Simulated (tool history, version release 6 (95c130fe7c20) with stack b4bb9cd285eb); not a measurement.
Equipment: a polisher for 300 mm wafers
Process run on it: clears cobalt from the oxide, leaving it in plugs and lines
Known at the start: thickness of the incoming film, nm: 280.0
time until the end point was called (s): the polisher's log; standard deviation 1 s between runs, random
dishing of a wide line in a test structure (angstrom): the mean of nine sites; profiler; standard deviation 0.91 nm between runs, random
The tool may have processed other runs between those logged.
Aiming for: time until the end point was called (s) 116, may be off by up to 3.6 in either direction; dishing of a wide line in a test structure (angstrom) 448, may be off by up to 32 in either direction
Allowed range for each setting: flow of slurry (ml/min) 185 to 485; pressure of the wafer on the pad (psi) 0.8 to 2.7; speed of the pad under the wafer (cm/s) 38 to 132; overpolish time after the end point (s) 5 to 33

run,day,flow of slurry (ml/min),pressure of the wafer on the pad (psi),speed of the pad under the wafer (cm/s),overpolish time after the end point (s),time until the end point was called (s),dishing of a wide line in a test structure (angstrom)
1,0,310,1.7,84,17,101.38,342.82
2,0.121,310,1.7,84,13,101.92,278.99
3,0.233,310,1.7,84,19,101.56,376.68
4,0.392,310,1.7,84,14,100.8,306.28
5,0.654,345,1.7,84,14,98.851,305.48
6,0.75,320,1.7,84,14,102.41,300.71
7,0.812,310,1.6,84,17,107.68,332.3
# day 0.967: slurry nozzle cleaned
8,0.967,300,1.6,84,19,101.57,370.07

Exercise: of the 5 proposed moves below, exactly one satisfies all targets within the stated allowed misses. Which move is it?
A,1.121,215,1.5,88,26,?,?
B,1.121,265,1.7,70,27,?,?
C,1.121,350,1.4,90,20,?,?
D,1.121,290,1.7,76,29,?,?
E,1.121,325,1.4,84,14,?,?

move,time until the end point was called (s),dishing of a wide line in a test structure (angstrom)
A,107.65,442.92
B,115.81,433.37
C,106.61,373.82
D,105.93,478.54
E,114.73,270.04
A: closer than the last run, but not yet in spec
B: each result inside its tolerance
C: closer than the last run, but not yet in spec
D: closer than the last run, but not yet in spec
E: corrects the largest miss of the last run, while another result sits out of spec
Answer: B

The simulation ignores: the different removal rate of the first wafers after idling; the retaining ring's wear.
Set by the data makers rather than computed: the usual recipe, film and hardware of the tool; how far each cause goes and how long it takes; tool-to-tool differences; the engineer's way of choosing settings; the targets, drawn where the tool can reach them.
